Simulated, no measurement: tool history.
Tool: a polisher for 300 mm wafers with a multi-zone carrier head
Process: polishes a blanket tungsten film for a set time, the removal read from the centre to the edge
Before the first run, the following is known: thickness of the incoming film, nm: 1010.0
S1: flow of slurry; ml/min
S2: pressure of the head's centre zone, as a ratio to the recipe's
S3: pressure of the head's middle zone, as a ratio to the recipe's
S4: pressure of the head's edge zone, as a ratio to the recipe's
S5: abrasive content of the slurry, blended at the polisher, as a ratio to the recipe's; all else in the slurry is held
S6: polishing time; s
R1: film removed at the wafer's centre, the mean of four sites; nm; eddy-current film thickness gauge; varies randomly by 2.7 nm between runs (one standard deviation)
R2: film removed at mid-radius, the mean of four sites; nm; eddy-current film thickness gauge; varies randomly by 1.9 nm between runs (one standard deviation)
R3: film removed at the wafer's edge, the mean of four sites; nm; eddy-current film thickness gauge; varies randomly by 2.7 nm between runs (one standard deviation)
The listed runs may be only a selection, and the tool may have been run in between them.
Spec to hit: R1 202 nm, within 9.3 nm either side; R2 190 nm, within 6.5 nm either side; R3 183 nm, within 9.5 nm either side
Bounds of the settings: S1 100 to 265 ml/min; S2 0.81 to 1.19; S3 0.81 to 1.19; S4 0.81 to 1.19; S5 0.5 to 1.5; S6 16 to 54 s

run,hour,S1,S2,S3,S4,S5,S6,R1,R2,R3
1,0,170,1,1,1,1,35,237.47,237.4,243.06
2,2.4,170,1.01,1,0.98,0.95,35,230.77,233.98,239.52
3,7.4,175,1.03,1,0.96,0.9,34,227.03,224.16,223.02
4,12.1,175,1.03,0.99,0.94,0.85,34,227.08,217.97,223.66
5,19.5,175,1.04,1,0.93,0.8,34,218.37,213.4,211.27
6,27.6,170,1.05,1,0.92,0.8,34,222.34,213.5,212.24
7,29.7,170,1.05,1,0.91,0.75,34,220.06,205.2,200.93
8,32.6,165,1.04,1,0.9,0.75,34,211.55,206.1,202.86
9,39.6,160,1.05,1,0.89,0.75,34,215.24,205.24,200.94
10,48.2,155,1.05,1,0.88,0.75,34,212.83,203.65,201.61
11,50.3,150,1.08,1.01,0.82,0.5,33,184.13,170.31,160.56

Below are 5 possible settings for the next run. Only one of them brings all results inside the allowed miss of their targets. Which is it?
A,52.4,165,1.03,1.19,0.81,0.55,31,?,?,?
B,52.4,145,1.08,0.99,0.84,0.55,36,?,?,?
C,52.4,145,0.98,0.98,0.87,0.6,35,?,?,?
D,52.4,135,0.83,0.94,0.89,0.7,35,?,?,?
E,52.4,160,1.06,1.19,0.81,0.5,30,?,?,?

move,R1,R2,R3
A,170.75,194.84,159.43
B,200.72,188.68,185.38
C,185.59,188.08,189.28
D,167.74,189.26,200.12
E,162,180.44,147.89
A: the furthest-off result lands on target, but another misses its tolerance
B: meets every target
C: the furthest-off result lands on target, but another misses its tolerance
D: the furthest-off result lands on target, but another misses its tolerance
E: the biggest miss grows against the last run
Answer: B
